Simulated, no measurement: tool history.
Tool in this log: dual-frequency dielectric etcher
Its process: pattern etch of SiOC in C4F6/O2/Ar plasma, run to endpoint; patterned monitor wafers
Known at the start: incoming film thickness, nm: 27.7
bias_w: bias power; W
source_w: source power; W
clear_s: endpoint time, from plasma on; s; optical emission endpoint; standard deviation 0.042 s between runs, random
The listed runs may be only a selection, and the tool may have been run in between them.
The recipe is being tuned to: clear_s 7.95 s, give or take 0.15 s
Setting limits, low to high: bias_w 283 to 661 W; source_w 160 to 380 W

run 1 hour=0 | bias_w=472 source_w=270 | clear_s=9.2807
run 2 hour=6.4 | bias_w=490 source_w=270 | clear_s=9.1115
run 3 hour=9.2 | bias_w=565 source_w=270 | clear_s=8.5582
run 4 hour=13.8 | bias_w=565 source_w=300 | clear_s=8.2255
run 5 hour=17.6 | bias_w=565 source_w=280 | clear_s=8.5144
run 6 hour=21.8 | bias_w=573 source_w=280 | clear_s=8.3327
run 7 hour=30.2 | bias_w=578 source_w=280 | clear_s=8.49
run 8 hour=32.2 | bias_w=585 source_w=280 | clear_s=8.3124
run 9 hour=40.9 | bias_w=590 source_w=280 | clear_s=8.3776

Which of these 5 next moves meets every target?
run A hour=49.6 | bias_w=608 source_w=240 | clear_s=?
run B hour=49.6 | bias_w=548 source_w=290 | clear_s=?
run C hour=49.6 | bias_w=521 source_w=260 | clear_s=?
run D hour=49.6 | bias_w=540 source_w=290 | clear_s=?
run E hour=49.6 | bias_w=549 source_w=330 | clear_s=?

move=A clear_s=8.8188
move=B clear_s=8.435
move=C clear_s=9.0535
move=D clear_s=8.4858
move=E clear_s=7.9563
A: misses by more than the last run did
B: misses by more than the last run did
C: misses by more than the last run did
D: misses by more than the last run did
E: hits every target within its allowed miss
Correct choice: E, which meets every target
